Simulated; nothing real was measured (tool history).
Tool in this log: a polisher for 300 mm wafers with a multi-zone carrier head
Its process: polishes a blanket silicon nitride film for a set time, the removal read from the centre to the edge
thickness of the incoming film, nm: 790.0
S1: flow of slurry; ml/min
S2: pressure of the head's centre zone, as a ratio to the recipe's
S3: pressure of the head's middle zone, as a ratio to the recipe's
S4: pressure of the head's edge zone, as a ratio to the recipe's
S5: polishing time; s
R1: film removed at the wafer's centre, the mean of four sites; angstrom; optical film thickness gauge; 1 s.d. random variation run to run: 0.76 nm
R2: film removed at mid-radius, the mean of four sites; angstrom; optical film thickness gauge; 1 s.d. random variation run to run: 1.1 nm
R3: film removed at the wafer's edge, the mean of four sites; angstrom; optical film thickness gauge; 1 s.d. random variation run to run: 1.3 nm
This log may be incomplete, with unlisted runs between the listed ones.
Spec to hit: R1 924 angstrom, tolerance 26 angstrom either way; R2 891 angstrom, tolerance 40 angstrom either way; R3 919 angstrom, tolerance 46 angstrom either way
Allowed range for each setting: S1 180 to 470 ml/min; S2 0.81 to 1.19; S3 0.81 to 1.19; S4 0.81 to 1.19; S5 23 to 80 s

Run 1, day 0: S1 300 ml/min, S2 1, S3 1, S4 1, S5 51 s. Result: R1 1074.4 angstrom, R2 1089.5 angstrom, R3 1060.7 angstrom.
Run 2, day 0.217: S1 300 ml/min, S2 1.07, S3 1, S4 1, S5 51 s. Result: R1 1140.2 angstrom, R2 1059.4 angstrom, R3 1054.1 angstrom.
Run 3, day 0.471: S1 330 ml/min, S2 1.07, S3 1, S4 1, S5 51 s. Result: R1 1143 angstrom, R2 1067.9 angstrom, R3 1087.7 angstrom.
Run 4, day 0.792: S1 315 ml/min, S2 1.03, S3 0.96, S4 0.98, S5 49 s. Result: R1 1079.4 angstrom, R2 1001.8 angstrom, R3 986.75 angstrom.
Run 5, day 1.008: S1 315 ml/min, S2 1.03, S3 0.96, S4 1.01, S5 49 s. Result: R1 1055.8 angstrom, R2 1012.9 angstrom, R3 1017.8 angstrom.
Run 6, day 1.067: S1 310 ml/min, S2 1.01, S3 0.93, S4 1.02, S5 48 s. Result: R1 1012.5 angstrom, R2 955.95 angstrom, R3 969.82 angstrom.
Run 7, day 1.146: S1 305 ml/min, S2 0.99, S3 0.91, S4 1.03, S5 48 s. Result: R1 1000.3 angstrom, R2 928.5 angstrom, R3 1018.1 angstrom.
Run 8, day 1.229: S1 300 ml/min, S2 0.97, S3 0.91, S4 1.01, S5 47 s. Result: R1 965.67 angstrom, R2 922.43 angstrom, R3 962.45 angstrom.
At day 1.55: edge zone pressure recalibrated.
Run 9, day 1.55: S1 275 ml/min, S2 0.94, S3 0.88, S4 0.98, S5 46 s. Result: R1 919.12 angstrom, R2 851.09 angstrom, R3 968.72 angstrom.

Exercise: of the 4 proposed moves below, exactly one satisfies all targets within the stated allowed misses. Which move is it?
Run A, day 1.871: S1 205 ml/min, S2 0.91, S3 0.81, S4 1.04, S5 50 s. Result: R1 ?, R2 ?, R3 ?.
Run B, day 1.871: S1 255 ml/min, S2 0.98, S3 0.81, S4 0.99, S5 46 s. Result: R1 ?, R2 ?, R3 ?.
Run C, day 1.871: S1 240 ml/min, S2 1.04, S3 0.99, S4 1.02, S5 44 s. Result: R1 ?, R2 ?, R3 ?.
Run D, day 1.871: S1 375 ml/min, S2 1.03, S3 0.83, S4 0.94, S5 42 s. Result: R1 ?, R2 ?, R3 ?.

move      R1      R2      R3
   A  925.34  871.47    1045
   B  937.87  828.28     963
   C  934.78   913.3  926.13
   D  933.01  801.65  885.69
A: lands further from the targets than the last run did
B: brings the last run's worst result on target, with another outside its allowed miss
C: all results in spec
D: brings the last run's worst result on target, with another outside its allowed miss
C meets every target.
